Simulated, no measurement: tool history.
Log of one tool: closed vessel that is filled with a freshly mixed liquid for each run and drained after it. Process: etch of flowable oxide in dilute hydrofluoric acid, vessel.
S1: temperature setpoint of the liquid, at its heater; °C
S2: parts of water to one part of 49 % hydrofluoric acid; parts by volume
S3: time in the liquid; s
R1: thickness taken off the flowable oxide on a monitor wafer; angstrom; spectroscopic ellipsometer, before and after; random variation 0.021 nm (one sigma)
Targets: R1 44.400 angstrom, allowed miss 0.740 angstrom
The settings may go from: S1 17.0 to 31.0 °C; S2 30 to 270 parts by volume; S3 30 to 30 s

| run | hour | S1 | S2 | S3 | R1 |
|---|---|---|---|---|---|
| 1 | 0.0 | 23.0 | 150 | 30 | 58.613 |
| 2 | 7.2 | 21.5 | 150 | 30 | 54.944 |
| 3 | 13.2 | 21.5 | 150 | 30 | 54.942 |
| 4 | 17.4 | 21.5 | 150 | 30 | 54.944 |
| 5 | 19.6 | 21.5 | 170 | 30 | 47.599 |
| 6 | 22.0 | 21.0 | 170 | 30 | 47.175 |
| 7 | 29.5 | 20.5 | 170 | 30 | 46.056 |
| 8 | 35.4 | 20.5 | 170 | 30 | 45.857 |

4 next moves are on the table. One of them brings every result within its allowed miss. Which?
| A | 41.3 | 18.5 | 150 | 30 | ? |
| B | 41.3 | 18.5 | 170 | 30 | ? |
| C | 41.3 | 21.0 | 185 | 30 | ? |
| D | 41.3 | 20.5 | 175 | 30 | ? |

| move | R1 |
|---|---|
| A | 49.126 |
| B | 42.495 |
| C | 42.432 |
| D | 44.448 |
A: further off than the last run
B: takes the result that was furthest off past its target
C: takes the result that was furthest off past its target
D: meets every target
The right move is D.

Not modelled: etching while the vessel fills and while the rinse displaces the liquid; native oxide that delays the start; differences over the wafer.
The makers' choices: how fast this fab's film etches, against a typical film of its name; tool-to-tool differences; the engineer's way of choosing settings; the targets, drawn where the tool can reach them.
